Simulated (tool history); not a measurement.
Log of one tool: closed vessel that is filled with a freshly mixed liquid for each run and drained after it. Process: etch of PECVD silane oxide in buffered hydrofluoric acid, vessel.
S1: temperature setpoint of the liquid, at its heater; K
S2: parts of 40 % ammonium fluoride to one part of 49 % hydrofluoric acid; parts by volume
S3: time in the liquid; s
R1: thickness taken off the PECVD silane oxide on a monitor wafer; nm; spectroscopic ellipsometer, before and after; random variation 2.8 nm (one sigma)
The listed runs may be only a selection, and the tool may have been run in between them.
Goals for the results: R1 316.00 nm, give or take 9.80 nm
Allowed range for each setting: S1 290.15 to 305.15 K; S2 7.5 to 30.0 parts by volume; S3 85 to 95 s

| run | hour | S1 | S2 | S3 | R1 |
|---|---|---|---|---|---|
| 1 | 0.0 | 297.15 | 20.5 | 85 | 187.91 |
| 2 | 4.4 | 298.65 | 20.0 | 85 | 205.56 |
| 3 | 12.7 | 295.65 | 20.0 | 85 | 176.54 |
| 4 | 15.4 | 295.65 | 20.0 | 85 | 174.77 |
| 5 | 16.8 | 299.15 | 20.0 | 85 | 214.83 |
| 6 | 25.7 | 300.65 | 19.5 | 85 | 238.32 |
| 7 | 31.9 | 301.65 | 19.5 | 85 | 246.52 |
| 8 | 35.3 | 302.65 | 19.0 | 85 | 268.52 |
| 9 | 36.2 | 303.15 | 19.0 | 85 | 272.96 |
| 10 | 43.7 | 303.65 | 18.5 | 85 | 289.30 |
| 11 | 49.6 | 304.15 | 18.5 | 85 | 295.92 |
| 12 | 57.4 | 304.65 | 18.5 | 85 | 305.89 |

Which single option among these 5 for the next run brings every result within its allowed miss of target? Just one does.
| A | 65.2 | 304.65 | 19.0 | 85 | ? |
| B | 65.2 | 305.15 | 21.5 | 90 | ? |
| C | 65.2 | 305.15 | 19.5 | 85 | ? |
| D | 65.2 | 303.15 | 17.0 | 90 | ? |
| E | 65.2 | 301.65 | 18.5 | 95 | ? |

| move | R1 |
|---|---|
| A | 294.97 |
| B | 294.70 |
| C | 297.47 |
| D | 316.36 |
| E | 286.54 |
A: its largest miss is bigger than the last run's
B: its largest miss is bigger than the last run's
C: its largest miss is bigger than the last run's
D: all results land within tolerance of their targets
E: its largest miss is bigger than the last run's
Answer: D

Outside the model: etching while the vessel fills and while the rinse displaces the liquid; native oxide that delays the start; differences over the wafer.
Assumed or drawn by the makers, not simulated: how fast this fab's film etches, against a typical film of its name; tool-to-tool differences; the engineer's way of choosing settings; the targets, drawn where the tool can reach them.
